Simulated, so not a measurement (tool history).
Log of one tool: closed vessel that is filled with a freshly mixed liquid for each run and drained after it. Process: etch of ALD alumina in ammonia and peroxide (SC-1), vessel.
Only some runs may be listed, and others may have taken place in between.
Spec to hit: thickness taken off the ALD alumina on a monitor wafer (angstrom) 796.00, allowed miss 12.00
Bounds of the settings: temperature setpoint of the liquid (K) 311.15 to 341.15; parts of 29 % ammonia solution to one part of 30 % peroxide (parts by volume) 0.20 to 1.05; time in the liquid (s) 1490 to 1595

run  hour  temperature setpoint of the liquid (K)  parts of 29 % ammonia solution to one part of 30 % peroxide (parts by volume)  time in the liquid (s)  thickness taken off the ALD alumina on a monitor wafer (angstrom)
  1   0.0                                  325.15                                                                           0.55                    1490                                                             878.34
  2   4.0                                  321.15                                                                           0.55                    1490                                                             714.83
  3  12.3                                  321.15                                                                           0.55                    1490                                                             712.29
  4  20.2                                  321.65                                                                           0.55                    1490                                                             731.08
  5  20.7                                  321.65                                                                           0.55                    1490                                                             725.24
  6  23.5                                  316.15                                                                           0.55                    1490                                                             533.03
  7  24.5                                  324.15                                                                           0.55                    1490                                                             835.99
  8  31.2                                  323.65                                                                           0.55                    1490                                                             814.22

Which of these 4 next moves meets every target?
  A  37.9                                  322.65                                                                           0.55                    1530                                                                  ?
  B  37.9                                  323.15                                                                           0.55                    1590                                                                  ?
  C  37.9                                  323.15                                                                           0.50                    1570                                                                  ?
  D  37.9                                  323.65                                                                           0.50                    1555                                                                  ?

move  thickness taken off the ALD alumina on a monitor wafer (angstrom)
   A                                                             786.61
   B                                                             840.29
   C                                                             822.24
   D                                                             837.05
A: all results land within tolerance of their targets
B: lands further from the targets than the last run did
C: lands further from the targets than the last run did
D: lands further from the targets than the last run did
The move that meets every target is A.

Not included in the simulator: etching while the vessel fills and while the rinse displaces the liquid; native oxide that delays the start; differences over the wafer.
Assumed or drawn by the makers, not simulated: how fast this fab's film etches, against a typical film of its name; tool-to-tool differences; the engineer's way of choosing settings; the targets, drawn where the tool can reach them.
